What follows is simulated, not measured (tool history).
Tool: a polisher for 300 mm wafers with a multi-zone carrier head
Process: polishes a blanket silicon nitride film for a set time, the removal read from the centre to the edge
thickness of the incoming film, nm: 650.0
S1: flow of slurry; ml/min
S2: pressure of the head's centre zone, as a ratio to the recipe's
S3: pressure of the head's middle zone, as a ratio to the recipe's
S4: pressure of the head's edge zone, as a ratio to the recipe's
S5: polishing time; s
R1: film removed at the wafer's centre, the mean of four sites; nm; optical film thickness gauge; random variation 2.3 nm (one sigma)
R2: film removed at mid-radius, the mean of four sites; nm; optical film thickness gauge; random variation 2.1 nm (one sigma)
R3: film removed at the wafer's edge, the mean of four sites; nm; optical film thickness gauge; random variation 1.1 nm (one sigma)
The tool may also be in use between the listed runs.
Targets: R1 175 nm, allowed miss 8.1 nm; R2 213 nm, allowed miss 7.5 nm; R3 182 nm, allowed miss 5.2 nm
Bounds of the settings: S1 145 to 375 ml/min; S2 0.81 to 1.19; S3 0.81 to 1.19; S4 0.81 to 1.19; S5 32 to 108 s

run  hour   S1    S2    S3    S4  S5      R1      R2      R3
  1     0  240     1     1     1  70   131.5  131.78  136.96
  2     4  255     1  1.05     1  75  142.97  147.52  146.76
  3    12  255     1  0.99     1  75  143.77   137.4   145.6
  4  13.7  255     1  0.99  0.92  75  138.89  138.38  141.44
  5    15  255     1  0.99  0.92  82  160.14  153.98  155.65
  6  21.8  255  1.05  0.99  0.92  82  166.97  152.67  153.89
  7  30.8  310  0.95  1.09  0.98  91  169.22  188.17  179.51
  8  35.2  310  0.95  1.11  0.97  92  172.86  193.03  182.56
  9  36.2  310  0.95  1.11  0.97  92  171.13   195.3  180.97
 10  40.5  310  0.95  1.13  0.97  92  171.35  198.99  179.52
 11  43.1  310  0.95  1.13  0.97  92  168.22   197.1  180.75
 12  44.3  310  0.96  1.14  0.96  92     174  198.08  177.51
 13  48.8  310  0.95  1.15  0.96  93  172.46  203.82  180.42

4 next moves are on the table. One of them brings every result within its allowed miss. Which?
  A  53.3  360  0.84  1.08  0.99   93   ?   ?   ?
  B  53.3  300     1  1.17  0.99   90   ?   ?   ?
  C  53.3  235  0.94  1.18  0.89  100   ?   ?   ?
  D  53.3  295  1.01  1.12  1.02   90   ?   ?   ?

move      R1      R2      R3
   A  155.95  194.36  185.18
   B  176.69   197.9  176.64
   C  178.61  215.23   182.6
   D  178.07  190.24  179.09
A: further off than the last run
B: further off than the last run
C: meets every target
D: further off than the last run
Move C is the one to make.
